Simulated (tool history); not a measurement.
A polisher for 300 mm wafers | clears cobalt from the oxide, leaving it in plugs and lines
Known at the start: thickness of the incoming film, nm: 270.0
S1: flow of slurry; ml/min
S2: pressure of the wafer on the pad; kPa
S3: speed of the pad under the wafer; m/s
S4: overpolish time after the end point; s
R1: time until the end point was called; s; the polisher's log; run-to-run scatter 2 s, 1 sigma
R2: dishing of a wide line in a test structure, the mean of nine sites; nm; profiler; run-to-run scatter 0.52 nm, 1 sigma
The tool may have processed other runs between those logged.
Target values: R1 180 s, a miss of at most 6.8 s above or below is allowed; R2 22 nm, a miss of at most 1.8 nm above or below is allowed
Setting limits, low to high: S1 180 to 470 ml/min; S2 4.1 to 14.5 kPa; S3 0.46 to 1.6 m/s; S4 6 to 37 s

{"run": 1, "hour": 0.0, "S1": 300, "S2": 9, "S3": 1.02, "S4": 19, "R1": 86.846, "R2": 23.504}
{"run": 2, "hour": 3.8, "S1": 300, "S2": 8.3, "S3": 1, "S4": 20, "R1": 92.656, "R2": 23.446}
{"run": 3, "hour": 10.6, "S1": 300, "S2": 7.6, "S3": 0.96, "S4": 21, "R1": 107.81, "R2": 22.934}
{"run": 4, "hour": 15.8, "S1": 300, "S2": 5.5, "S3": 0.96, "S4": 21, "R1": 146.25, "R2": 20.348}
{"run": 5, "hour": 23.6, "S1": 270, "S2": 5.5, "S3": 0.96, "S4": 21, "R1": 145.16, "R2": 19.701}
{"run": 6, "hour": 31.6, "S1": 270, "S2": 5.5, "S3": 0.96, "S4": 18, "R1": 145.73, "R2": 19.207}
{"run": 7, "hour": 32.2, "S1": 280, "S2": 5.5, "S3": 0.96, "S4": 20, "R1": 147.93, "R2": 19.916}
{"run": 8, "hour": 37.3, "S1": 285, "S2": 5.5, "S3": 0.96, "S4": 22, "R1": 143.74, "R2": 20.947}
{"run": 9, "hour": 41.7, "S1": 285, "S2": 5.5, "S3": 0.96, "S4": 23, "R1": 147.5, "R2": 21.063}
{"run": 10, "hour": 45.4, "S1": 285, "S2": 5.5, "S3": 0.96, "S4": 24, "R1": 146.54, "R2": 21.715}
{"run": 11, "hour": 53.0, "S1": 285, "S2": 5.5, "S3": 0.96, "S4": 25, "R1": 143.73, "R2": 21.912}
{"run": 12, "hour": 61.5, "S1": 285, "S2": 5.5, "S3": 0.96, "S4": 26, "R1": 146.26, "R2": 21.283}
{"run": 13, "hour": 66.8, "S1": 290, "S2": 5.5, "S3": 0.96, "S4": 27, "R1": 145.91, "R2": 21.856}
{"run": 14, "hour": 71.7, "S1": 295, "S2": 5.5, "S3": 0.96, "S4": 28, "R1": 143.34, "R2": 22.713}
{"run": 15, "hour": 80.1, "S1": 295, "S2": 4.8, "S3": 0.94, "S4": 30, "R1": 166.26, "R2": 22.526}
{"run": 16, "hour": 81.9, "S1": 295, "S2": 4.1, "S3": 0.94, "S4": 30, "R1": 190.87, "R2": 21.524}
{"run": 17, "hour": 84.1, "S1": 295, "S2": 4.8, "S3": 0.94, "S4": 30, "R1": 166.08, "R2": 23.017}
{"run": 18, "hour": 88.9, "S1": 295, "S2": 4.1, "S3": 0.94, "S4": 29, "R1": 192.47, "R2": 20.525}
{"run": 19, "hour": 96.1, "S1": 295, "S2": 4.8, "S3": 0.94, "S4": 31, "R1": 166.83, "R2": 21.169}
{"run": 20, "hour": 104.1, "S1": 300, "S2": 4.8, "S3": 0.94, "S4": 31, "R1": 169.16, "R2": 22.515}
{"run": 21, "hour": 112.6, "S1": 300, "S2": 4.1, "S3": 0.94, "S4": 31, "R1": 191.68, "R2": 21.455}
{"run": 22, "hour": 115.7, "S1": 295, "S2": 4.1, "S3": 0.94, "S4": 31, "R1": 193.11, "R2": 21.849}
{"run": 23, "hour": 121.9, "S1": 295, "S2": 4.1, "S3": 0.94, "S4": 31, "R1": 192.82, "R2": 21.972}
{"run": 24, "hour": 123.4, "S1": 295, "S2": 4.8, "S3": 0.94, "S4": 30, "R1": 167.73, "R2": 22.176}
{"run": 25, "hour": 124.4, "S1": 300, "S2": 4.8, "S3": 0.94, "S4": 30, "R1": 168.06, "R2": 22.109}
{"run": 26, "hour": 130.2, "S1": 300, "S2": 4.8, "S3": 0.94, "S4": 31, "R1": 166.79, "R2": 22.954}

Exercise: of the 4 proposed moves below, exactly one satisfies all targets within the stated allowed misses. Which move is it?
{"run": "A", "hour": 136.0, "S1": 225, "S2": 5.5, "S3": 1, "S4": 23, "R1": "?", "R2": "?"}
{"run": "B", "hour": 136.0, "S1": 275, "S2": 4.1, "S3": 1.04, "S4": 33, "R1": "?", "R2": "?"}
{"run": "C", "hour": 136.0, "S1": 305, "S2": 5.5, "S3": 0.98, "S4": 33, "R1": "?", "R2": "?"}
{"run": "D", "hour": 136.0, "S1": 280, "S2": 5.5, "S3": 0.92, "S4": 30, "R1": "?", "R2": "?"}

move=A R1=143.57 R2=21.624
move=B R1=177.66 R2=22.936
move=C R1=141.09 R2=24.261
move=D R1=150.33 R2=23.324
A: its largest miss is bigger than the last run's
B: hits every target within its allowed miss
C: its largest miss is bigger than the last run's
D: its largest miss is bigger than the last run's
Go with B: it meets all targets.

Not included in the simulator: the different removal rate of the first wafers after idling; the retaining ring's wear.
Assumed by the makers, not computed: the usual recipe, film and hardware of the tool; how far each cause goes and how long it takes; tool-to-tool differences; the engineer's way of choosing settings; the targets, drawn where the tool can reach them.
